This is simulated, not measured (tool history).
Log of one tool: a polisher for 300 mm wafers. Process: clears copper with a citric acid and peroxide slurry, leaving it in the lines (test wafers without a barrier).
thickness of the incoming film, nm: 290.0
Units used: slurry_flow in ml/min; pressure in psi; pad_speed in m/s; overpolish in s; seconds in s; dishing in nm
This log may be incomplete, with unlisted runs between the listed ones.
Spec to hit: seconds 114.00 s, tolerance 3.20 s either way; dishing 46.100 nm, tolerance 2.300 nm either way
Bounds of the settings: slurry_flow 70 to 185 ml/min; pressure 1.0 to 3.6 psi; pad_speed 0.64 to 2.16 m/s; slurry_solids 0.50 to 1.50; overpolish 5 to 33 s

run,hour,slurry_flow,pressure,pad_speed,slurry_solids,overpolish,seconds,dishing
1,0.0,120,2.3,1.40,1.00,17,139.81,26.201
2,3.4,120,2.3,1.40,1.10,17,137.10,26.419
3,5.6,120,2.3,1.12,1.10,17,171.96,21.471
4,8.4,125,2.6,1.12,1.10,19,149.85,27.316
5,13.3,130,2.8,1.12,1.10,21,137.59,31.947
6,18.3,130,2.8,1.12,1.10,17,139.37,26.726
7,23.3,130,3.0,1.12,1.10,19,130.91,30.858
8,30.0,150,3.4,1.14,1.10,26,109.94,48.419

Of the 4 settings listed for the next run, only one would bring every result within its allowed miss of target. Which one?
A,36.7,185,3.1,1.24,1.25,24,?,?
B,36.7,180,3.3,1.10,1.20,29,?,?
C,36.7,130,3.5,1.06,1.10,30,?,?
D,36.7,160,3.0,1.18,1.45,26,?,?

move,seconds,dishing
A,104.97,46.537
B,112.05,51.947
C,117.74,51.411
D,113.88,46.407
A: its largest miss is bigger than the last run's
B: the furthest-off result lands on target, but another misses its tolerance
C: takes the biggest miss from the last run beyond its target
D: every result within its allowed miss
The right move is D.

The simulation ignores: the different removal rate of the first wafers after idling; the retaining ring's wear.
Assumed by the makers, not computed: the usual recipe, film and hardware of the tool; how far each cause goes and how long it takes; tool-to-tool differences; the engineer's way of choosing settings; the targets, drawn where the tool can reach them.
